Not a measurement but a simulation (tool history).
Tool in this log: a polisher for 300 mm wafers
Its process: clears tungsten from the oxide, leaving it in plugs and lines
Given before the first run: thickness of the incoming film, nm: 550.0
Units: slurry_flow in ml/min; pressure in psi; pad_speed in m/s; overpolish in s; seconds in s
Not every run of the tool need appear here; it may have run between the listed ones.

run 1 hour=0.0 | slurry_flow=165 pressure=4.6 pad_speed=1.00 slurry_solids=1.0 overpolish=8 | seconds=78.302
run 2 hour=7.3 | slurry_flow=165 pressure=5.1 pad_speed=1.02 slurry_solids=1.0 overpolish=8 | seconds=68.470
run 3 hour=15.6 | slurry_flow=165 pressure=4.1 pad_speed=1.02 slurry_solids=1.0 overpolish=8 | seconds=83.008
run 4 hour=17.5 | slurry_flow=130 pressure=4.1 pad_speed=1.02 slurry_solids=1.0 overpolish=8 | seconds=87.124
run 5 hour=18.2 | slurry_flow=130 pressure=4.8 pad_speed=1.04 slurry_solids=1.0 overpolish=8 | seconds=70.069
run 6 hour=21.7 | slurry_flow=130 pressure=4.8 pad_speed=1.22 slurry_solids=1.0 overpolish=8 | seconds=62.057
run 7 hour=23.5 | slurry_flow=130 pressure=5.0 pad_speed=1.22 slurry_solids=1.0 overpolish=8 | seconds=60.374
run 8 hour=24.3 | slurry_flow=130 pressure=5.2 pad_speed=1.22 slurry_solids=1.0 overpolish=8 | seconds=57.237

Expected results for the next run?
run 9 hour=29.9 | slurry_flow=130 pressure=5.3 pad_speed=1.22 slurry_solids=1.0 overpolish=8 | seconds=?

Run 9 produced seconds 57.149 s.
